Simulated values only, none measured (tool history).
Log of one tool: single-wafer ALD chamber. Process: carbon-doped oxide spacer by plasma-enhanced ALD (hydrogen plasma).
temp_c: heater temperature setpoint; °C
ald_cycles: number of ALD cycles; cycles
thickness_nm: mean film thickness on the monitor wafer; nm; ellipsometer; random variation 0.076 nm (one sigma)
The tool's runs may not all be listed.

Run 1, hour 0: temp_c 405 °C, ald_cycles 482 cycles. Result: thickness_nm 22.64 nm.
Run 2, hour 5.8: temp_c 406 °C, ald_cycles 461 cycles. Result: thickness_nm 21.757 nm.
Run 3, hour 12.1: temp_c 407 °C, ald_cycles 441 cycles. Result: thickness_nm 20.659 nm.
Run 4, hour 15.3: temp_c 408 °C, ald_cycles 427 cycles. Result: thickness_nm 19.703 nm.
Run 5, hour 22.3: temp_c 409 °C, ald_cycles 418 cycles. Result: thickness_nm 19.449 nm.
Run 6, hour 27.3: temp_c 399 °C, ald_cycles 418 cycles. Result: thickness_nm 20.018 nm.
Run 7, hour 31.3: temp_c 400 °C, ald_cycles 407 cycles. Result: thickness_nm 19.365 nm.
Run 8, hour 32: temp_c 401 °C, ald_cycles 398 cycles. Result: thickness_nm 18.954 nm.
Run 9, hour 36.6: temp_c 402 °C, ald_cycles 390 cycles. Result: thickness_nm 18.513 nm.
Run 10, hour 41.4: temp_c 410 °C, ald_cycles 340 cycles. Result: thickness_nm 15.663 nm.

Forecast run 11:
Run 11, hour 45.1: temp_c 409 °C, ald_cycles 342 cycles. Result: thickness_nm ?.

{"run 11": {"thickness_nm": 15.904}}

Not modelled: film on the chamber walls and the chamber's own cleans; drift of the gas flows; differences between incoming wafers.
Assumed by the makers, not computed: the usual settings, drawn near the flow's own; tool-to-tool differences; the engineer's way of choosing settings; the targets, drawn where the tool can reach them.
